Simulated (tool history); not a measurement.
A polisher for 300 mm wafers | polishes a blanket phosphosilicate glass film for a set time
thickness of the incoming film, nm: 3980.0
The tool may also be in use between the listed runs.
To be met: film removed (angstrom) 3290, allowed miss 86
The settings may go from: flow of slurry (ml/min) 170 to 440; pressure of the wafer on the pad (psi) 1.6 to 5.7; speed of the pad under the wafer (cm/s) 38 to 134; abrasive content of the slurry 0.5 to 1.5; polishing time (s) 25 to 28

run,hour,flow of slurry (ml/min),pressure of the wafer on the pad (psi),speed of the pad under the wafer (cm/s),abrasive content of the slurry,polishing time (s),film removed (angstrom)
1,0,280,3.6,86,1,28,2400
2,7.1,280,2.8,86,1,28,1967
3,12.2,280,2.8,86,0.9,28,1838.2
4,13.8,285,3.4,86,0.9,28,2126.6
5,16.8,285,3.8,86,0.9,28,2309.8
6,23.9,285,3.8,86,0.9,28,2353
7,24.5,285,4.1,86,0.9,28,2479.1
8,28.2,285,4.4,86,0.9,28,2613.1
9,33.1,285,4.7,86,0.9,28,2727.8
10,41.2,290,4.9,86,0.9,28,2863.5
11,42,290,5.1,86,0.9,28,2956.9
12,44.2,290,5.2,86,0.9,28,2988.3
13,50.5,290,5.2,86,0.9,28,2938.5
14,57.9,290,5.3,86,0.9,28,3001.3
15,59.2,290,5.4,86,0.9,28,3074.8
16,67.7,290,5.5,86,0.9,28,3149.8
17,69.9,290,5.6,86,0.9,28,3138.6
18,74.7,290,5.6,86,0.9,28,3158.3
19,81.3,295,5.6,86,0.9,28,3105.8
20,88.6,285,5.6,86,0.9,28,3170.4

Which of these 5 next moves meets every target?
A,95.9,235,5.7,96,0.8,27,?
B,95.9,210,5.7,76,1.1,27,?
C,95.9,250,5.4,102,0.9,25,?
D,95.9,390,5.5,98,0.85,25,?
E,95.9,275,4.7,104,1.1,26,?

move,film removed (angstrom)
A,3005.3
B,3002.2
C,3046.4
D,2990
E,3262.1
A: further off than the last run
B: further off than the last run
C: further off than the last run
D: further off than the last run
E: meets every target
Move E is the one to make.
